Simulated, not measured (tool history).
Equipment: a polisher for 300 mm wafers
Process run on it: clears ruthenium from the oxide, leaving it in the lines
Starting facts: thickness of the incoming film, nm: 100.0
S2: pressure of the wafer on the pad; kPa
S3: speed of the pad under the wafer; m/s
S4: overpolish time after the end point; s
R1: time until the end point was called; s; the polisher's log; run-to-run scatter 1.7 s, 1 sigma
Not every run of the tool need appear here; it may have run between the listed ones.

Run 1, day 0.000: flow of slurry (ml/min) 315, S2 15.9 kPa, S3 0.78 m/s, S4 3 s. Result: R1 99.440 s.
Run 2, day 0.283: flow of slurry (ml/min) 315, S2 15.9 kPa, S3 0.78 m/s, S4 3 s. Result: R1 100.460 s.
Run 3, day 0.350: flow of slurry (ml/min) 315, S2 17.2 kPa, S3 0.78 m/s, S4 3 s. Result: R1 90.189 s.
Run 4, day 0.454: flow of slurry (ml/min) 315, S2 15.9 kPa, S3 0.78 m/s, S4 3 s. Result: R1 99.002 s.
Run 5, day 0.533: flow of slurry (ml/min) 315, S2 15.9 kPa, S3 0.78 m/s, S4 3 s. Result: R1 99.812 s.
Run 6, day 0.629: flow of slurry (ml/min) 370, S2 15.9 kPa, S3 0.78 m/s, S4 3 s. Result: R1 97.749 s.
Run 7, day 0.925: flow of slurry (ml/min) 370, S2 14.5 kPa, S3 0.78 m/s, S4 3 s. Result: R1 107.760 s.
Run 8, day 0.971: flow of slurry (ml/min) 370, S2 13.8 kPa, S3 0.78 m/s, S4 3 s. Result: R1 111.660 s.

For run 9, what comes out?
Run 9, day 1.250: flow of slurry (ml/min) 370, S2 13.8 kPa, S3 0.78 m/s, S4 3 s. Result: R1 ?.

R1: 111.350 s

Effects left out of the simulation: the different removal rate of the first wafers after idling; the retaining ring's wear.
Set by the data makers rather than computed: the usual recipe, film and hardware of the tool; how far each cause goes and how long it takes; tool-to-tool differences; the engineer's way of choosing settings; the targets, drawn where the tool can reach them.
